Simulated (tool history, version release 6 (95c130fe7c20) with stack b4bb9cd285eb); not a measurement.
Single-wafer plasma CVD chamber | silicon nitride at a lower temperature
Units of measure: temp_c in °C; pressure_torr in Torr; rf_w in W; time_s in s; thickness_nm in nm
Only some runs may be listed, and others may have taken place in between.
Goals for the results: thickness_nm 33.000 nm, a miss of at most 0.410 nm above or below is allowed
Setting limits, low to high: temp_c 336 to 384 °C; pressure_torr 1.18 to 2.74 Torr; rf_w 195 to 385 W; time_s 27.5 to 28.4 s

{"run": 1, "day": 0.0, "temp_c": 360, "pressure_torr": 1.96, "rf_w": 290, "time_s": 27.5, "thickness_nm": 36.654}
{"run": 2, "day": 0.154, "temp_c": 360, "pressure_torr": 1.96, "rf_w": 290, "time_s": 27.5, "thickness_nm": 36.564}
{"run": 3, "day": 0.354, "temp_c": 360, "pressure_torr": 1.86, "rf_w": 290, "time_s": 27.5, "thickness_nm": 36.089}
{"run": 4, "day": 0.504, "temp_c": 353, "pressure_torr": 1.86, "rf_w": 290, "time_s": 27.5, "thickness_nm": 36.282}
{"run": 5, "day": 0.708, "temp_c": 353, "pressure_torr": 1.77, "rf_w": 290, "time_s": 27.5, "thickness_nm": 36.073}
{"run": 6, "day": 1.008, "temp_c": 357, "pressure_torr": 1.77, "rf_w": 290, "time_s": 27.5, "thickness_nm": 35.984}
{"run": 7, "day": 1.317, "temp_c": 357, "pressure_torr": 1.69, "rf_w": 285, "time_s": 27.5, "thickness_nm": 35.38}
{"run": 8, "day": 1.683, "temp_c": 357, "pressure_torr": 1.63, "rf_w": 280, "time_s": 27.5, "thickness_nm": 34.777}
{"run": 9, "day": 1.892, "temp_c": 357, "pressure_torr": 1.57, "rf_w": 280, "time_s": 27.5, "thickness_nm": 34.867}
{"run": 10, "day": 2.038, "temp_c": 357, "pressure_torr": 1.54, "rf_w": 275, "time_s": 27.5, "thickness_nm": 33.944}
{"run": 11, "day": 2.412, "temp_c": 357, "pressure_torr": 1.51, "rf_w": 275, "time_s": 27.5, "thickness_nm": 34.018}
{"run": 12, "day": 2.579, "temp_c": 357, "pressure_torr": 1.47, "rf_w": 275, "time_s": 27.5, "thickness_nm": 33.884}

Below are 5 possible settings for the next run. Only one of them brings all results inside the allowed miss of their targets. Which is it?
{"run": "A", "day": 2.746, "temp_c": 364, "pressure_torr": 1.46, "rf_w": 255, "time_s": 28.0, "thickness_nm": "?"}
{"run": "B", "day": 2.746, "temp_c": 361, "pressure_torr": 1.55, "rf_w": 260, "time_s": 28.1, "thickness_nm": "?"}
{"run": "C", "day": 2.746, "temp_c": 362, "pressure_torr": 1.57, "rf_w": 280, "time_s": 28.2, "thickness_nm": "?"}
{"run": "D", "day": 2.746, "temp_c": 365, "pressure_torr": 1.54, "rf_w": 265, "time_s": 27.9, "thickness_nm": "?"}
{"run": "E", "day": 2.746, "temp_c": 356, "pressure_torr": 1.18, "rf_w": 295, "time_s": 27.7, "thickness_nm": "?"}

move=A thickness_nm=33.275
move=B thickness_nm=34.092
move=C thickness_nm=35.711
move=D thickness_nm=34.136
move=E thickness_nm=34.754
A: in spec on every target
B: further off than the last run
C: further off than the last run
D: further off than the last run
E: further off than the last run
Go with A: it meets all targets.

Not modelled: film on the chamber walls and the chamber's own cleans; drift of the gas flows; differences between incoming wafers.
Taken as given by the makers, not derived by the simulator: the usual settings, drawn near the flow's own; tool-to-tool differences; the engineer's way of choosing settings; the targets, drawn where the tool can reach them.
